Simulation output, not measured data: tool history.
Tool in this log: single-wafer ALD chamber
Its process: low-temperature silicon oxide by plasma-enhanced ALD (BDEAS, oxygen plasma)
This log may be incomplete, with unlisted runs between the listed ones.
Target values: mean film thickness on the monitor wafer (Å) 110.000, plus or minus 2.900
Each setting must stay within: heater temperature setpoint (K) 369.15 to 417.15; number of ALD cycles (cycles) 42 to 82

run  hour  heater temperature setpoint (K)  number of ALD cycles (cycles)  mean film thickness on the monitor wafer (Å)
  1   0.0                           393.15                             62                                        89.797
  2   7.5                           399.15                             62                                        88.997
  3   9.9                           388.15                             62                                        90.986
  4  10.9                           379.15                             62                                        92.894
  5  18.8                           389.15                             62                                        90.729
  6  25.2                           380.15                             62                                        92.878
  7  30.8                           379.15                             65                                        96.861
  8  32.0                           378.15                             67                                       100.210
  9  37.5                           378.15                             69                                       102.870

Which one of the following 5 next-run settings gets every result inside its allowed miss? There is exactly one.
  A  43.0                           378.15                             70                                             ?
  B  43.0                           376.15                             78                                             ?
  C  43.0                           369.15                             77                                             ?
  D  43.0                           379.15                             80                                             ?
  E  43.0                           369.15                             71                                             ?

move  mean film thickness on the monitor wafer (Å)
   A                                       105.060
   B                                       117.550
   C                                       119.260
   D                                       119.820
   E                                       109.970
A: closes in on the targets versus the last run, not all within tolerance yet
B: takes the result that was furthest off past its target
C: takes the result that was furthest off past its target
D: takes the result that was furthest off past its target
E: every result within its allowed miss
E is the move that brings every result within its allowed miss.

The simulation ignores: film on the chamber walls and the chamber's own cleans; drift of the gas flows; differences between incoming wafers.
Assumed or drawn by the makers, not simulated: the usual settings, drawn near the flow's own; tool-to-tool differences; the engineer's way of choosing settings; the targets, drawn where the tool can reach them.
